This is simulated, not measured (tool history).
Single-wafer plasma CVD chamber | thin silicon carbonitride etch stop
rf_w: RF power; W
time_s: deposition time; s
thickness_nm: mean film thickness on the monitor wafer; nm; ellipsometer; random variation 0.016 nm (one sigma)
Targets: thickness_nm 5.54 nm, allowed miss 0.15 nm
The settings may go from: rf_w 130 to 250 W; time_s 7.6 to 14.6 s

Run 1, hour 0: rf_w 190 W, time_s 11.1 s. Result: thickness_nm 6.3325 nm.
Run 2, hour 2.8: rf_w 185 W, time_s 10.9 s. Result: thickness_nm 6.1668 nm.
Run 3, hour 11.1: rf_w 200 W, time_s 10.9 s. Result: thickness_nm 6.3301 nm.
Run 4, hour 16: rf_w 195 W, time_s 10.8 s. Result: thickness_nm 6.2236 nm.
Run 5, hour 24.8: rf_w 195 W, time_s 12.2 s. Result: thickness_nm 7.0453 nm.
Run 6, hour 32.7: rf_w 195 W, time_s 10.9 s. Result: thickness_nm 6.2697 nm.
Run 7, hour 38.3: rf_w 190 W, time_s 10.8 s. Result: thickness_nm 6.1461 nm.
Run 8, hour 45.7: rf_w 185 W, time_s 10.7 s. Result: thickness_nm 6.0721 nm.
Run 9, hour 51: rf_w 180 W, time_s 10.6 s. Result: thickness_nm 5.9383 nm.
Run 10, hour 56.7: rf_w 175 W, time_s 10.5 s. Result: thickness_nm 5.8038 nm.

Which of these 5 next moves meets every target?
Run A, hour 62.4: rf_w 180 W, time_s 9.8 s. Result: thickness_nm ?.
Run B, hour 62.4: rf_w 250 W, time_s 9.7 s. Result: thickness_nm ?.
Run C, hour 62.4: rf_w 185 W, time_s 11.5 s. Result: thickness_nm ?.
Run D, hour 62.4: rf_w 175 W, time_s 11 s. Result: thickness_nm ?.
Run E, hour 62.4: rf_w 175 W, time_s 10.7 s. Result: thickness_nm ?.

move  thickness_nm
   A          5.47
   B        6.1121
   C        6.4866
   D        6.0735
   E        5.9078
A: meets every target
B: further off than the last run
C: further off than the last run
D: further off than the last run
E: further off than the last run
Move A is the one to make.

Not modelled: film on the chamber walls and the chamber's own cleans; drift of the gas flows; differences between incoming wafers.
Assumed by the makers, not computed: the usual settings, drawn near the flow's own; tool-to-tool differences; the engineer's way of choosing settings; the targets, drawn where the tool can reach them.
